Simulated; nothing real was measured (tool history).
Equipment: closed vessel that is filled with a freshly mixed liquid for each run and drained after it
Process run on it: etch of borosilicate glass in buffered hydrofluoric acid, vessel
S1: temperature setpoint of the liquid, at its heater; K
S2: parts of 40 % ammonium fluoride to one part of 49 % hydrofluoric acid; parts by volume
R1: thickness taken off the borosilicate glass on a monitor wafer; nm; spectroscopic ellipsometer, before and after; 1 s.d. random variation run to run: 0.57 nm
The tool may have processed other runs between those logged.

Run 1, hour 0: S1 293.15 K, S2 23.5 parts by volume, time in the liquid (s) 100. Result: R1 45.139 nm.
Run 2, hour 5.2: S1 294.15 K, S2 23.5 parts by volume, time in the liquid (s) 100. Result: R1 46.824 nm.
Run 3, hour 10.8: S1 297.15 K, S2 23.5 parts by volume, time in the liquid (s) 100. Result: R1 55.635 nm.
Run 4, hour 19.3: S1 297.65 K, S2 23.5 parts by volume, time in the liquid (s) 100. Result: R1 57.651 nm.
Run 5, hour 27: S1 295.15 K, S2 23.5 parts by volume, time in the liquid (s) 100. Result: R1 50.262 nm.
Run 6, hour 29.5: S1 295.15 K, S2 16.5 parts by volume, time in the liquid (s) 100. Result: R1 68.212 nm.
Run 7, hour 34.8: S1 294.65 K, S2 16.5 parts by volume, time in the liquid (s) 100. Result: R1 65.945 nm.

The next listed run, before its measurement:
Run 8, hour 35.9: S1 294.15 K, S2 16.5 parts by volume, time in the liquid (s) 100. Result: R1 ?.

Run 8 produced R1 64.613 nm.

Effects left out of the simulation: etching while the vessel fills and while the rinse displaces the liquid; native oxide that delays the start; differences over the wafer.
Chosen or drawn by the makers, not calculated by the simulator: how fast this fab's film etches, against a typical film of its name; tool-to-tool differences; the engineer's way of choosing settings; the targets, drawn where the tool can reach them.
